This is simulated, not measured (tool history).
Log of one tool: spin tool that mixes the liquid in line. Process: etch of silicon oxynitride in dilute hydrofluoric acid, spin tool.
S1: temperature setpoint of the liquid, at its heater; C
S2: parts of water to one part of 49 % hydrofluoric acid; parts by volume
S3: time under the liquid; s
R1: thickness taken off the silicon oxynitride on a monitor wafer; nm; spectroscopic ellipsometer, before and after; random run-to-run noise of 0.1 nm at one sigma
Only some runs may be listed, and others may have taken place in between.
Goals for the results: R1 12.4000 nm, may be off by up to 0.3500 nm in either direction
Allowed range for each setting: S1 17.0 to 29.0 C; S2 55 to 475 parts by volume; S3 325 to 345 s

run  hour    S1   S2   S3       R1
  1   0.0  21.0  265  325   4.2925
  2   6.0  23.5  215  325   6.2028
  3  14.5  23.5  175  325   7.8414
  4  16.9  23.5  175  345   8.2310
  5  17.8  21.5  175  345   7.5399
  6  21.3  24.0  165  345   8.9976
  7  24.3  25.5  160  345  10.0490
  8  29.0  26.5  160  345  10.5470
  9  35.7  27.5  155  345  11.3440
 10  37.7  28.0  155  345  11.5850
 11  46.7  28.5  155  345  11.7620

5 next moves are on the table. One of them brings every result within its allowed miss. Which?
  A  55.7  28.5  165  345   ?
  B  55.7  28.0  160  345   ?
  C  55.7  29.0  145  325   ?
  D  55.7  27.0  150  335   ?
  E  55.7  28.5  160  345   ?

move       R1
   A  11.1250
   B  11.2760
   C  12.4150
   D  11.2730
   E  11.5250
A: lands further from the targets than the last run did
B: lands further from the targets than the last run did
C: every result lands within tolerance
D: lands further from the targets than the last run did
E: lands further from the targets than the last run did
Answer: C
